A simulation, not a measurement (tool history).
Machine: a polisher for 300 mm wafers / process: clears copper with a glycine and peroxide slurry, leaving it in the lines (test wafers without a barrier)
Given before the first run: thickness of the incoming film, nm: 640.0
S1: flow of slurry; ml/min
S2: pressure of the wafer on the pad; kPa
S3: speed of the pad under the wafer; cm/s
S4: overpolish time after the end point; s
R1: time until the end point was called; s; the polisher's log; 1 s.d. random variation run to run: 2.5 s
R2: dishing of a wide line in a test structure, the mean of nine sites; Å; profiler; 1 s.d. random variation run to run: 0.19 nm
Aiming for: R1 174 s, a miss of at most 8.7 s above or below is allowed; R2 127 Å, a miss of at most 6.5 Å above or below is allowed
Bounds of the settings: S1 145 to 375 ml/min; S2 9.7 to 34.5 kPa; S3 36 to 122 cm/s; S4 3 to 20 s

Run 1, hour 0: S1 240 ml/min, S2 22.1 kPa, S3 78 cm/s, S4 10 s. Result: R1 138.37 s, R2 273.79 Å.
Run 2, hour 2.4: S1 240 ml/min, S2 22.1 kPa, S3 90 cm/s, S4 10 s. Result: R1 126.14 s, R2 297.83 Å.
Run 3, hour 8.9: S1 240 ml/min, S2 20.7 kPa, S3 88 cm/s, S4 9 s. Result: R1 134.54 s, R2 269.29 Å.
Run 4, hour 14.4: S1 240 ml/min, S2 20.7 kPa, S3 104 cm/s, S4 9 s. Result: R1 123.1 s, R2 289.83 Å.
Run 5, hour 20.6: S1 240 ml/min, S2 20.7 kPa, S3 94 cm/s, S4 8 s. Result: R1 130.83 s, R2 247.16 Å.
Run 6, hour 28.9: S1 240 ml/min, S2 20.7 kPa, S3 94 cm/s, S4 6 s. Result: R1 129.16 s, R2 198.36 Å.
Run 7, hour 30: S1 240 ml/min, S2 19.3 kPa, S3 92 cm/s, S4 6 s. Result: R1 134.53 s, R2 191.12 Å.
Run 8, hour 31.3: S1 240 ml/min, S2 17.9 kPa, S3 90 cm/s, S4 6 s. Result: R1 141.16 s, R2 179.58 Å.
Run 9, hour 32.7: S1 240 ml/min, S2 17.9 kPa, S3 90 cm/s, S4 6 s. Result: R1 139.64 s, R2 179.62 Å.
Run 10, hour 37.3: S1 240 ml/min, S2 16.5 kPa, S3 88 cm/s, S4 6 s. Result: R1 149.76 s, R2 170.48 Å.
Run 11, hour 43.8: S1 240 ml/min, S2 15.9 kPa, S3 88 cm/s, S4 6 s. Result: R1 149.75 s, R2 169.34 Å.
Run 12, hour 48.8: S1 240 ml/min, S2 15.2 kPa, S3 86 cm/s, S4 6 s. Result: R1 158.86 s, R2 158.95 Å.
Run 13, hour 51.3: S1 240 ml/min, S2 14.5 kPa, S3 86 cm/s, S4 6 s. Result: R1 160.2 s, R2 157.92 Å.
Run 14, hour 59.4: S1 240 ml/min, S2 13.8 kPa, S3 86 cm/s, S4 6 s. Result: R1 163.46 s, R2 155.5 Å.
Run 15, hour 65.2: S1 240 ml/min, S2 11.7 kPa, S3 86 cm/s, S4 4 s. Result: R1 175.65 s, R2 102.93 Å.
Run 16, hour 67.1: S1 240 ml/min, S2 12.4 kPa, S3 84 cm/s, S4 4 s. Result: R1 173.97 s, R2 100.02 Å.

Pick the move, out of 5, that brings all results within their allowed miss; only one does.
Run A, hour 69: S1 220 ml/min, S2 12.4 kPa, S3 104 cm/s, S4 4 s. Result: R1 ?, R2 ?.
Run B, hour 69: S1 180 ml/min, S2 17.9 kPa, S3 82 cm/s, S4 4 s. Result: R1 ?, R2 ?.
Run C, hour 69: S1 150 ml/min, S2 17.2 kPa, S3 72 cm/s, S4 6 s. Result: R1 ?, R2 ?.
Run D, hour 69: S1 265 ml/min, S2 9.7 kPa, S3 94 cm/s, S4 5 s. Result: R1 ?, R2 ?.
Run E, hour 69: S1 250 ml/min, S2 9.7 kPa, S3 88 cm/s, S4 4 s. Result: R1 ?, R2 ?.

move      R1      R2
   A  153.74   115.8
   B  158.49  113.01
   C  180.14  146.02
   D  176.91  124.98
   E  185.75  97.191
A: nearer the targets than the last run, but a result is still out of spec
B: nearer the targets than the last run, but a result is still out of spec
C: carries the result that was furthest off beyond its target, to the other side
D: all results in spec
E: moves away from the targets compared with the last run
So the answer is move D, the one that meets all the targets.
